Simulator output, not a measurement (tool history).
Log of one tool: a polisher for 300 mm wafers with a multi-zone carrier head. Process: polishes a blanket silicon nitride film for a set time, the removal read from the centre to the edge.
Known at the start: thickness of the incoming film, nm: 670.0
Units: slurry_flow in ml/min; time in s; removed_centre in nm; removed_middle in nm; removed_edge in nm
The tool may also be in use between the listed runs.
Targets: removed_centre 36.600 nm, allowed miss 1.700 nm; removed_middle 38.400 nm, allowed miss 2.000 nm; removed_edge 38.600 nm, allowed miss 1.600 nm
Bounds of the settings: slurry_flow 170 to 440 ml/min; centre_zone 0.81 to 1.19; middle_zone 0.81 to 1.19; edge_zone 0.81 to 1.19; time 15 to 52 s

run  hour  slurry_flow  centre_zone  middle_zone  edge_zone  time  removed_centre  removed_middle  removed_edge
  1   0.0          280         1.00         1.00       1.00    33          59.188          60.284        60.529
  2   6.6          240         1.00         1.00       1.00    33          59.532          58.850        59.699
  3   7.4          235         0.97         0.99       0.98    29          49.503          50.883        51.931
  4  15.9          235         0.97         0.99       1.04    29          49.665          51.207        54.074
  5  24.6          235         0.97         0.99       1.04    36          61.536          63.557        66.941
  6  29.4          235         0.97         0.99       1.08    36          61.084          62.263        67.193
  7  32.5          235         0.97         0.99       1.05    31          51.775          53.422        57.331
  8  35.7          230         0.96         0.99       1.01    28          47.616          49.163        50.680
  9  40.7          225         0.94         0.97       0.98    26          43.956          44.099        45.971

5 next moves are on the table. One of them brings every result within its allowed miss. Which?
  A  45.7          205         0.91         1.04       0.95    31               ?               ?             ?
  B  45.7          170         0.97         1.00       0.94    23               ?               ?             ?
  C  45.7          230         0.92         0.95       1.02    23               ?               ?             ?
  D  45.7          250         1.03         1.19       0.81    25               ?               ?             ?
  E  45.7          275         0.90         1.05       1.08    20               ?               ?             ?

move  removed_centre  removed_middle  removed_edge
   A          49.287          57.203        53.997
   B          37.300          39.692        38.873
   C          37.660          40.182        42.052
   D          46.141          53.012        41.326
   E          32.943          38.746        38.229
A: further off than the last run
B: meets every target
C: nearer than the last run, and not there yet
D: further off than the last run
E: brings the result that was furthest off to its target, and leaves another outside
Move B is the one to make.
